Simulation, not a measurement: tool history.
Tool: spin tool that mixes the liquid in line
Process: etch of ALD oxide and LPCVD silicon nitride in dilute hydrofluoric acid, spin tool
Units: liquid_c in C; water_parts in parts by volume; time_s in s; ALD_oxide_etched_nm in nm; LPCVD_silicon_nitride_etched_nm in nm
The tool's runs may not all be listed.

run,hour,liquid_c,water_parts,time_s,ALD_oxide_etched_nm,LPCVD_silicon_nitride_etched_nm
1,0,21,65,40,8.1183,0.23084
2,3.9,22,65,40,8.4128,0.27283
3,7.1,21.5,60,40,9.0504,0.23658
4,10.4,22,60,40,9.1351,0.29946
5,18.1,22,75,40,7.103,0.24829
6,21.1,24.5,75,40,8.0713,0.25474
7,23.7,25.5,75,40,8.3379,0.27296
8,30.4,26.5,75,40,8.6635,0.26513

The next listed run, before its measurement:
9,38.3,27,75,40,?,?

{"run 9": {"ALD_oxide_etched_nm": 8.8819, "LPCVD_silicon_nitride_etched_nm": 0.27801}}
